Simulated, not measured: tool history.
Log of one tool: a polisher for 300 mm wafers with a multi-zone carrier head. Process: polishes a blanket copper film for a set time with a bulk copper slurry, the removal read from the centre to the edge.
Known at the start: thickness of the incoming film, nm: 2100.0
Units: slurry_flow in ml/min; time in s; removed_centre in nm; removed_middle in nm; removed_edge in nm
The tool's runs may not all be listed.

Run 1, day 0.000: slurry_flow 185 ml/min, centre_zone 1.00, middle_zone 1.00, edge_zone 1.00, slurry_solids 1.00, time 69 s. Result: removed_centre 841.96 nm, removed_middle 877.52 nm, removed_edge 893.35 nm.
Run 2, day 0.104: slurry_flow 185 ml/min, centre_zone 0.99, middle_zone 1.00, edge_zone 0.99, slurry_solids 0.95, time 68 s. Result: removed_centre 829.39 nm, removed_middle 864.95 nm, removed_edge 858.83 nm.
Run 3, day 0.267: slurry_flow 180 ml/min, centre_zone 0.97, middle_zone 1.00, edge_zone 0.99, slurry_solids 0.90, time 67 s. Result: removed_centre 797.05 nm, removed_middle 817.93 nm, removed_edge 848.13 nm.
Run 4, day 0.442: slurry_flow 180 ml/min, centre_zone 0.96, middle_zone 1.02, edge_zone 0.98, slurry_solids 0.85, time 66 s. Result: removed_centre 786.79 nm, removed_middle 799.49 nm, removed_edge 836.43 nm.
Run 5, day 0.696: slurry_flow 180 ml/min, centre_zone 0.96, middle_zone 1.02, edge_zone 0.98, slurry_solids 1.00, time 66 s. Result: removed_centre 785.78 nm, removed_middle 844.61 nm, removed_edge 843.31 nm.
Run 6, day 0.729: slurry_flow 205 ml/min, centre_zone 0.96, middle_zone 1.02, edge_zone 0.98, slurry_solids 1.00, time 66 s. Result: removed_centre 831.91 nm, removed_middle 879.52 nm, removed_edge 865.87 nm.
Run 7, day 0.950: slurry_flow 195 ml/min, centre_zone 0.95, middle_zone 1.03, edge_zone 0.97, slurry_solids 1.00, time 65 s. Result: removed_centre 777.39 nm, removed_middle 848.81 nm, removed_edge 849.51 nm.

Run 8 comes next. What will it give?
Run 8, day 1.183: slurry_flow 190 ml/min, centre_zone 0.95, middle_zone 1.04, edge_zone 0.96, slurry_solids 1.00, time 64 s. Result: removed_centre ?, removed_middle ?, removed_edge ?.

removed_centre: 776.00 nm
removed_middle: 832.40 nm
removed_edge: 818.88 nm

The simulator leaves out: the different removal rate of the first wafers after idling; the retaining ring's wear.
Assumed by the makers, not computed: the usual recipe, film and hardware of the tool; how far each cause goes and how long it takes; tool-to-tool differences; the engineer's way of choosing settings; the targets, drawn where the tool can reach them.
